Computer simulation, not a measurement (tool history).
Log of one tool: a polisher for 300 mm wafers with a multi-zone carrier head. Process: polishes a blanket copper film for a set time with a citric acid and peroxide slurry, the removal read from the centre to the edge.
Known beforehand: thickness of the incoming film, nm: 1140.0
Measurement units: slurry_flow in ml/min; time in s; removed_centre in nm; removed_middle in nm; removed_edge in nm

| run | day | slurry_flow | centre_zone | middle_zone | edge_zone | slurry_solids | time | removed_centre | removed_middle | removed_edge |
|---|---|---|---|---|---|---|---|---|---|---|
| 1 | 0 | 205 | 1 | 1 | 1 | 1 | 57 | 149.14 | 153.64 | 152.72 |
| 2 | 0.062 | 210 | 0.99 | 1.01 | 1.03 | 1.1 | 58 | 155.48 | 157.56 | 158.46 |
| 3 | 0.288 | 210 | 0.99 | 1.01 | 1.09 | 1.1 | 58 | 155.29 | 157.2 | 166.14 |
| 4 | 0.362 | 210 | 0.98 | 1.04 | 1.1 | 1.15 | 59 | 158.98 | 169.52 | 169.68 |
| 5 | 0.721 | 210 | 0.98 | 0.96 | 1.1 | 1.15 | 59 | 156.85 | 154.72 | 172.06 |
| 6 | 0.908 | 215 | 0.97 | 0.99 | 1.11 | 1.2 | 60 | 159.51 | 164.23 | 175.81 |
| 7 | 1.067 | 215 | 0.97 | 1.01 | 1.12 | 1.25 | 61 | 167.82 | 169.2 | 182.57 |

The next listed run, before its measurement:
| 8 | 1.25 | 220 | 0.96 | 1.03 | 1.13 | 1.25 | 61 | ? | ? | ? |

Run 8 measured removed_centre 159.34 nm, removed_middle 174.38 nm, removed_edge 177.32 nm.
